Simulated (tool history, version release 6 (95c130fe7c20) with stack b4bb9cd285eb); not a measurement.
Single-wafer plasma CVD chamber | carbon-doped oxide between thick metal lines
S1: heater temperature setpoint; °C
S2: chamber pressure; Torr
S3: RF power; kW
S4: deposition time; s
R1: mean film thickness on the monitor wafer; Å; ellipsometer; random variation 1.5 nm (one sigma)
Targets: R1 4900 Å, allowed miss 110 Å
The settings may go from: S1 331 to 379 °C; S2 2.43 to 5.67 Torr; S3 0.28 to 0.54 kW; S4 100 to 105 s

| run | day | S1 | S2 | S3 | S4 | R1 |
|---|---|---|---|---|---|---|
| 1 | 0 | 355 | 4.05 | 0.41 | 105 | 4108.5 |
| 2 | 0.329 | 354 | 4.2 | 0.425 | 105 | 4234.3 |
| 3 | 0.633 | 353 | 4.3 | 0.435 | 105 | 4338.6 |
| 4 | 0.921 | 352 | 4.4 | 0.445 | 105 | 4448.3 |
| 5 | 1.279 | 358 | 4.4 | 0.445 | 105 | 4377.5 |
| 6 | 1.417 | 358 | 4.4 | 0.495 | 105 | 4707 |
| 7 | 1.658 | 357 | 4.46 | 0.495 | 105 | 4702.6 |
| 8 | 1.712 | 356 | 4.52 | 0.495 | 105 | 4730.8 |
| 9 | 1.967 | 356 | 4.57 | 0.495 | 105 | 4740.4 |
| 10 | 2.088 | 356 | 4.61 | 0.495 | 105 | 4747.5 |

5 next moves are on the table. One of them brings every result within its allowed miss. Which?
| A | 2.208 | 346 | 4.85 | 0.495 | 105 | ? |
| B | 2.208 | 349 | 4.6 | 0.485 | 101 | ? |
| C | 2.208 | 353 | 5.21 | 0.54 | 105 | ? |
| D | 2.208 | 344 | 5.02 | 0.53 | 105 | ? |
| E | 2.208 | 343 | 5.32 | 0.54 | 104 | ? |

| move | R1 |
|---|---|
| A | 4884.1 |
| B | 4567.4 |
| C | 5132.4 |
| D | 5148 |
| E | 5218.6 |
A: meets every target
B: further off than the last run
C: takes the result that was furthest off past its target
D: takes the result that was furthest off past its target
E: takes the result that was furthest off past its target
Answer: A
